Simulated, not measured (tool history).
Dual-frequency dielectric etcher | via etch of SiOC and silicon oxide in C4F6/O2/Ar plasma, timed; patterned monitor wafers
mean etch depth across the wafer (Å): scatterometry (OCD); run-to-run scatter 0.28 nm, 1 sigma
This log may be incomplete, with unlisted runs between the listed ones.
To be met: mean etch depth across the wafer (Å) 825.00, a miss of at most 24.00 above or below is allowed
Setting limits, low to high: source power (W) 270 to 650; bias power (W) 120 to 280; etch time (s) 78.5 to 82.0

run	hour	source power (W)	bias power (W)	etch time (s)	mean etch depth across the wafer (Å)
1	0.0	460	200	78.5	1017.50
2	3.7	460	235	78.5	1074.50
3	11.4	420	222	78.5	1005.80
4	13.5	420	222	78.5	1007.40
5	18.2	350	222	78.5	923.23
6	24.3	330	219	78.5	889.77
7	25.6	320	218	78.5	880.00
8	30.7	270	201	78.5	787.78

Which single option among these 5 for the next run brings every result within its allowed miss of target? Just one does.
A	35.8	280	183	78.5	?
B	35.8	280	183	82.0	?
C	35.8	320	148	78.5	?
D	35.8	270	158	78.5	?
E	35.8	270	193	78.5	?

move	mean etch depth across the wafer (Å)
A	778.34
B	813.05
C	789.57
D	733.86
E	774.63
A: its largest miss is bigger than the last run's
B: every result within its allowed miss
C: no nearer and no further than the last run
D: its largest miss is bigger than the last run's
E: its largest miss is bigger than the last run's
The right move is B.

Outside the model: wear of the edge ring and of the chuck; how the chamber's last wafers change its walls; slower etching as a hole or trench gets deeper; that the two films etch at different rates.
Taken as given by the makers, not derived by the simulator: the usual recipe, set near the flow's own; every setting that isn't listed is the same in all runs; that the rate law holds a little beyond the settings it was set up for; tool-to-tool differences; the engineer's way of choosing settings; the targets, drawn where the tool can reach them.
